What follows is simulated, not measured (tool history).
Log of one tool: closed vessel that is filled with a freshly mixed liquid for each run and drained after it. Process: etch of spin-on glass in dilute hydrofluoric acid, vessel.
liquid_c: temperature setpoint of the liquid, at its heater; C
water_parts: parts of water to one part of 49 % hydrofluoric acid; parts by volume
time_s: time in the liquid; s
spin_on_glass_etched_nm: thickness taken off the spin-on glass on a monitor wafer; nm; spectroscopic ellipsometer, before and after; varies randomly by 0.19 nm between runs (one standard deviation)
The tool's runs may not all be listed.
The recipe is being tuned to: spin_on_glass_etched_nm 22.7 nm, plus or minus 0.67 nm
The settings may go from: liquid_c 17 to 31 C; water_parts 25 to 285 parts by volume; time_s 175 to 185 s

run,hour,liquid_c,water_parts,time_s,spin_on_glass_etched_nm
1,0,23,155,175,32.477
2,4.9,23,155,185,34.625
3,9.7,19.5,155,185,30.096
4,15.7,19,160,185,28.331
5,23.9,17.5,160,185,26.867
6,27.2,17.5,135,185,32.321
7,28.7,17.5,145,185,30.316
8,33.4,17.5,155,185,27.735
9,42.6,17.5,160,185,26.514
10,44.6,17.5,165,185,25.786
11,46.4,17.5,170,185,25.352
12,51.9,17.5,175,185,23.929
13,55,17.5,175,185,23.721

Which single option among these 4 for the next run brings every result within its allowed miss of target? Just one does.
A,58.1,17,160,175,?
B,58.1,17.5,165,175,?
C,58.1,18,175,180,?
D,58.1,17.5,175,175,?

move,spin_on_glass_etched_nm
A,24.671
B,24.297
C,23.811
D,22.69
A: the biggest miss grows against the last run
B: the biggest miss grows against the last run
C: the biggest miss grows against the last run
D: in spec on every target
D meets every target.
